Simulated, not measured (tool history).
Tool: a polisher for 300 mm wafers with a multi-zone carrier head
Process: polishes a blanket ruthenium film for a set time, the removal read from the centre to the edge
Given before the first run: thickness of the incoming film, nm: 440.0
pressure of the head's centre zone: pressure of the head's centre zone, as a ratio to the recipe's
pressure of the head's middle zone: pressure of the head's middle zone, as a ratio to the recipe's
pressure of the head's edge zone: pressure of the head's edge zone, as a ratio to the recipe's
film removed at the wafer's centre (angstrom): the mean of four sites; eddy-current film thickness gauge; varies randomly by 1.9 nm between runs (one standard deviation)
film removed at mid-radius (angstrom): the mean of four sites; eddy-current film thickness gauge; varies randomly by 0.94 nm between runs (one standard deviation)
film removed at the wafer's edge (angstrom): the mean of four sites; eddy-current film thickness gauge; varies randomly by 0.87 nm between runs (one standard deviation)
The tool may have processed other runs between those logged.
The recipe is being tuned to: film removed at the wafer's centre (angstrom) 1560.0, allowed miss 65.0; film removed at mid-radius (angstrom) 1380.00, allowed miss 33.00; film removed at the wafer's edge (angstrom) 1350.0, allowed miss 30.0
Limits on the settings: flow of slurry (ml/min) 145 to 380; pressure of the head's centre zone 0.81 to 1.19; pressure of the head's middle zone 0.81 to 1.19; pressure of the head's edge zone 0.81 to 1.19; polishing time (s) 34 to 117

run	hour	flow of slurry (ml/min)	pressure of the head's centre zone	pressure of the head's middle zone	pressure of the head's edge zone	polishing time (s)	film removed at the wafer's centre (angstrom)	film removed at mid-radius (angstrom)	film removed at the wafer's edge (angstrom)
1	0.0	245	1.00	1.00	1.00	75	1287.8	1269.80	1303.9
2	5.6	265	1.03	1.01	1.00	75	1312.7	1296.00	1308.8
3	10.7	265	1.03	1.01	1.00	58	1031.2	998.65	1027.7
4	15.7	265	1.08	1.01	1.00	58	1079.5	1001.40	1016.8
5	19.4	265	1.08	1.01	0.95	58	1080.9	998.04	1009.0
6	22.0	270	1.10	1.02	0.97	63	1203.3	1080.80	1086.3
7	25.6	280	1.11	1.04	1.00	66	1253.7	1185.50	1151.9
8	33.3	280	1.13	1.04	1.01	69	1350.4	1235.60	1225.7
9	35.0	290	1.15	1.04	1.02	70	1412.3	1247.40	1243.4
10	37.9	300	1.16	1.05	1.04	71	1403.6	1286.30	1284.7

Pick the move, out of 4, that brings all results within their allowed miss; only one does.
A	40.8	295	1.19	1.15	0.87	72	?	?	?
B	40.8	310	1.19	1.09	1.05	74	?	?	?
C	40.8	365	1.02	1.07	1.06	74	?	?	?
D	40.8	350	0.95	1.07	1.19	67	?	?	?

move	film removed at the wafer's centre (angstrom)	film removed at mid-radius (angstrom)	film removed at the wafer's edge (angstrom)
A	1490.7	1397.90	1198.7
B	1540.0	1380.00	1352.8
C	1340.2	1380.30	1375.1
D	1125.1	1245.50	1317.2
A: the furthest-off result lands on target, but another misses its tolerance
B: all results in spec
C: the furthest-off result lands on target, but another misses its tolerance
D: the biggest miss grows against the last run
Go with B: it meets all targets.
